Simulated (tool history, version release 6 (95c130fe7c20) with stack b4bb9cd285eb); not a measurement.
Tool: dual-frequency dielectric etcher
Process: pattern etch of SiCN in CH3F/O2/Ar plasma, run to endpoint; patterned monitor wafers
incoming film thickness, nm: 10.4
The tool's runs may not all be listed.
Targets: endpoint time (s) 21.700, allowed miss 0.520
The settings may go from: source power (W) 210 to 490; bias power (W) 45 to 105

run 1 hour=0.0 | source_power_(W)=350 bias_power_(W)=75 | endpoint_time_(s)=26.489
run 2 hour=3.0 | source_power_(W)=350 bias_power_(W)=83 | endpoint_time_(s)=25.411
run 3 hour=9.0 | source_power_(W)=350 bias_power_(W)=70 | endpoint_time_(s)=27.322
run 4 hour=13.7 | source_power_(W)=380 bias_power_(W)=70 | endpoint_time_(s)=26.353
run 5 hour=18.6 | source_power_(W)=380 bias_power_(W)=76 | endpoint_time_(s)=25.889
run 6 hour=23.1 | source_power_(W)=350 bias_power_(W)=76 | endpoint_time_(s)=26.611
run 7 hour=30.7 | source_power_(W)=390 bias_power_(W)=81 | endpoint_time_(s)=24.510
run 8 hour=34.0 | source_power_(W)=420 bias_power_(W)=82 | endpoint_time_(s)=23.701
run 9 hour=35.4 | source_power_(W)=440 bias_power_(W)=83 | endpoint_time_(s)=22.936
run 10 hour=36.9 | source_power_(W)=450 bias_power_(W)=84 | endpoint_time_(s)=22.661
run 11 hour=43.8 | source_power_(W)=460 bias_power_(W)=85 | endpoint_time_(s)=22.338

Which of these 5 next moves meets every target?
run A hour=50.7 | source_power_(W)=470 bias_power_(W)=99 | endpoint_time_(s)=?
run B hour=50.7 | source_power_(W)=450 bias_power_(W)=91 | endpoint_time_(s)=?
run C hour=50.7 | source_power_(W)=420 bias_power_(W)=87 | endpoint_time_(s)=?
run D hour=50.7 | source_power_(W)=460 bias_power_(W)=99 | endpoint_time_(s)=?
run E hour=50.7 | source_power_(W)=490 bias_power_(W)=97 | endpoint_time_(s)=?

move=A endpoint_time_(s)=20.673
move=B endpoint_time_(s)=21.900
move=C endpoint_time_(s)=23.037
move=D endpoint_time_(s)=20.862
move=E endpoint_time_(s)=20.508
A: takes the result that was furthest off past its target
B: meets every target
C: further off than the last run
D: takes the result that was furthest off past its target
E: takes the result that was furthest off past its target
Move B is the one to make.

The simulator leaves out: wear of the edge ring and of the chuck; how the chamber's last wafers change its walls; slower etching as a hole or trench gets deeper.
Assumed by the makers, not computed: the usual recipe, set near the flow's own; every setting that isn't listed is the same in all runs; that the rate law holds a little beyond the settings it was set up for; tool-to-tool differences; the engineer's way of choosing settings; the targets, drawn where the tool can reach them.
